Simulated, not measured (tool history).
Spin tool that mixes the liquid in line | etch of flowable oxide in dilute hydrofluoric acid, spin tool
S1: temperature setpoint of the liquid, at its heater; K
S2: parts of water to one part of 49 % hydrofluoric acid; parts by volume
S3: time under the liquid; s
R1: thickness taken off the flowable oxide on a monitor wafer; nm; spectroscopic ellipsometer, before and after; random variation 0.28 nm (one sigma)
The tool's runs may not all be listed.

run,day,S1,S2,S3,R1
1,0,296.15,95,50,18.023
2,0.2,297.15,85,50,21.213
3,0.517,297.15,70,50,26.247
4,0.7,298.15,65,50,29.615
5,0.738,298.15,65,50,29.537
6,1.083,300.15,65,50,31.676
7,1.188,300.65,60,50,35.683
8,1.225,301.15,60,50,36.126

Run 9 comes next. What will it give?
9,1.379,301.65,60,50,?

R1: 37.171 nm
